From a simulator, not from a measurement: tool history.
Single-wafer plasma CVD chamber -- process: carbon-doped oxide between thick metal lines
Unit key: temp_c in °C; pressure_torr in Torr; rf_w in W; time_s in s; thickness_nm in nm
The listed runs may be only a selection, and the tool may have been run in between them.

{"run": 1, "hour": 0.0, "temp_c": 325, "pressure_torr": 5.7, "rf_w": 565, "time_s": 107, "thickness_nm": 647.61}
{"run": 2, "hour": 2.2, "temp_c": 329, "pressure_torr": 5.7, "rf_w": 565, "time_s": 107, "thickness_nm": 637.68}
{"run": 3, "hour": 5.1, "temp_c": 325, "pressure_torr": 6.01, "rf_w": 575, "time_s": 107, "thickness_nm": 654.74}
{"run": 4, "hour": 9.0, "temp_c": 325, "pressure_torr": 6.01, "rf_w": 605, "time_s": 107, "thickness_nm": 674.02}
{"run": 5, "hour": 10.6, "temp_c": 322, "pressure_torr": 6.15, "rf_w": 615, "time_s": 107, "thickness_nm": 687.32}
{"run": 6, "hour": 11.9, "temp_c": 322, "pressure_torr": 6.15, "rf_w": 615, "time_s": 107, "thickness_nm": 693.88}

What does the tool deliver on the next run?
{"run": 7, "hour": 17.4, "temp_c": 320, "pressure_torr": 6.23, "rf_w": 620, "time_s": 107, "thickness_nm": "?"}

thickness_nm: 706.1 nm
